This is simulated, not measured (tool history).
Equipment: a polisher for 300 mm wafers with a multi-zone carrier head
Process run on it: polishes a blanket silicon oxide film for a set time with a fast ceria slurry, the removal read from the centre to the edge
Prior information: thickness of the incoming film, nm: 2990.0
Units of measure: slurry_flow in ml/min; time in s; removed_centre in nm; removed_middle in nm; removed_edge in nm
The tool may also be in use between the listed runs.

| run | day | slurry_flow | centre_zone | middle_zone | edge_zone | time | removed_centre | removed_middle | removed_edge |
|---|---|---|---|---|---|---|---|---|---|
| 1 | 0.000 | 220 | 1.00 | 1.00 | 1.00 | 80 | 729.77 | 714.44 | 738.15 |
| 2 | 0.183 | 220 | 1.00 | 1.00 | 1.03 | 80 | 723.99 | 725.79 | 754.54 |
| 3 | 0.225 | 230 | 0.99 | 0.99 | 1.08 | 82 | 741.36 | 750.48 | 769.35 |
| 4 | 0.571 | 230 | 0.99 | 0.99 | 1.00 | 82 | 737.50 | 748.65 | 752.80 |
| 5 | 0.667 | 200 | 0.97 | 1.00 | 1.05 | 86 | 745.91 | 777.56 | 796.67 |
| 6 | 0.912 | 180 | 0.95 | 0.97 | 1.09 | 90 | 753.72 | 776.88 | 842.22 |
| 7 | 1.138 | 170 | 0.94 | 0.97 | 1.11 | 92 | 752.93 | 798.70 | 847.54 |

The next listed run, before its measurement:
| 8 | 1.504 | 170 | 0.93 | 0.95 | 1.13 | 94 | ? | ? | ? |

{"run 8": {"removed_centre": 768.85, "removed_middle": 803.08, "removed_edge": 875.53}}
